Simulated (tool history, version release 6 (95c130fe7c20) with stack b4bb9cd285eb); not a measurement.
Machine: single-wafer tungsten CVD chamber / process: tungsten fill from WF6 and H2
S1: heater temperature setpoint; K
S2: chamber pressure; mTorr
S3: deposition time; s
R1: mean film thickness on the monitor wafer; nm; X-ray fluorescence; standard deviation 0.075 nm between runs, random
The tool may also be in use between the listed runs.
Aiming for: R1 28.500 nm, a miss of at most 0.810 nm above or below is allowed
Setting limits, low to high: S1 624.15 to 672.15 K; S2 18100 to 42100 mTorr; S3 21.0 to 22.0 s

run 1 hour=0.0 | S1=648.15 S2=30100 S3=22.0 | R1=39.041
run 2 hour=6.9 | S1=645.15 S2=30000 S3=22.0 | R1=36.331
run 3 hour=9.0 | S1=645.15 S2=32100 S3=22.0 | R1=37.044
run 4 hour=16.9 | S1=653.15 S2=32100 S3=22.0 | R1=44.748
run 5 hour=18.0 | S1=649.15 S2=31900 S3=22.0 | R1=40.729
run 6 hour=21.1 | S1=646.15 S2=31800 S3=22.0 | R1=37.874
run 7 hour=27.5 | S1=644.15 S2=31700 S3=22.0 | R1=36.142
run 8 hour=30.4 | S1=642.15 S2=31600 S3=22.0 | R1=34.239
run 9 hour=38.1 | S1=641.15 S2=31500 S3=22.0 | R1=33.481
run 10 hour=39.2 | S1=640.15 S2=31400 S3=22.0 | R1=32.593
run 11 hour=43.0 | S1=639.15 S2=31300 S3=22.0 | R1=31.889
run 12 hour=44.9 | S1=638.15 S2=31300 S3=22.0 | R1=30.866
run 13 hour=50.2 | S1=637.15 S2=31300 S3=22.0 | R1=30.228

Exactly one of the 4 candidate moves below puts every result within its allowed miss. Which one?
run A hour=55.5 | S1=637.15 S2=21400 S3=21.5 | R1=?
run B hour=55.5 | S1=635.15 S2=27900 S3=21.0 | R1=?
run C hour=55.5 | S1=635.15 S2=32200 S3=21.6 | R1=?
run D hour=55.5 | S1=638.15 S2=23000 S3=21.0 | R1=?

move=A R1=26.116
move=B R1=26.432
move=C R1=28.552
move=D R1=26.746
A: takes the biggest miss from the last run beyond its target
B: takes the biggest miss from the last run beyond its target
C: hits every target within its allowed miss
D: takes the biggest miss from the last run beyond its target
So the answer is move C, the one that meets all the targets.
